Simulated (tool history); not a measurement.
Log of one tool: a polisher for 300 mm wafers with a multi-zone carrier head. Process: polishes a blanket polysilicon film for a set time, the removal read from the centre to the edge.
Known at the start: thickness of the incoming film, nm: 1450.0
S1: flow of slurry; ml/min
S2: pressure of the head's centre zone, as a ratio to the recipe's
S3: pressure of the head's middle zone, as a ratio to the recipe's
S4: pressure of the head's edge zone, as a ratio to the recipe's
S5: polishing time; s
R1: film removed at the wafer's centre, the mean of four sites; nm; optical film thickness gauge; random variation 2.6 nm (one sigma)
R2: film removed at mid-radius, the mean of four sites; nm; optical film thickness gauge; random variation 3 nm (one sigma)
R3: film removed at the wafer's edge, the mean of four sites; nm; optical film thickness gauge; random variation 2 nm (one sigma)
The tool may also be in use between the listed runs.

{"run": 1, "hour": 0.0, "S1": 145, "S2": 1, "S3": 1, "S4": 1, "S5": 34, "R1": 325.58, "R2": 316.46, "R3": 320.4}
{"run": 2, "hour": 2.7, "S1": 145, "S2": 0.94, "S3": 1, "S4": 1, "S5": 34, "R1": 301.27, "R2": 325.33, "R3": 326.28}
{"run": 3, "hour": 10.7, "S1": 140, "S2": 0.95, "S3": 0.99, "S4": 0.98, "S5": 32, "R1": 282.49, "R2": 298.71, "R3": 294.46}
{"run": 4, "hour": 17.1, "S1": 140, "S2": 0.95, "S3": 0.94, "S4": 0.98, "S5": 32, "R1": 284.82, "R2": 290.54, "R3": 292.49}
{"run": 5, "hour": 25.1, "S1": 135, "S2": 0.95, "S3": 0.92, "S4": 0.97, "S5": 31, "R1": 267.73, "R2": 277.29, "R3": 287.67}
{"run": 6, "hour": 25.8, "S1": 135, "S2": 0.95, "S3": 0.85, "S4": 0.97, "S5": 31, "R1": 276.88, "R2": 260.57, "R3": 286.44}
{"run": 7, "hour": 27.1, "S1": 135, "S2": 0.96, "S3": 0.85, "S4": 0.95, "S5": 29, "R1": 257.65, "R2": 249.46, "R3": 266.73}

Forecast run 8:
{"hour": 32.8, "done": "worn pad replaced by a new one"}
{"run": 8, "hour": 32.8, "S1": 130, "S2": 0.97, "S3": 0.84, "S4": 0.93, "S5": 28, "R1": "?", "R2": "?", "R3": "?"}

{"run 8": {"R1": 261.47, "R2": 245.39, "R3": 264.8}}
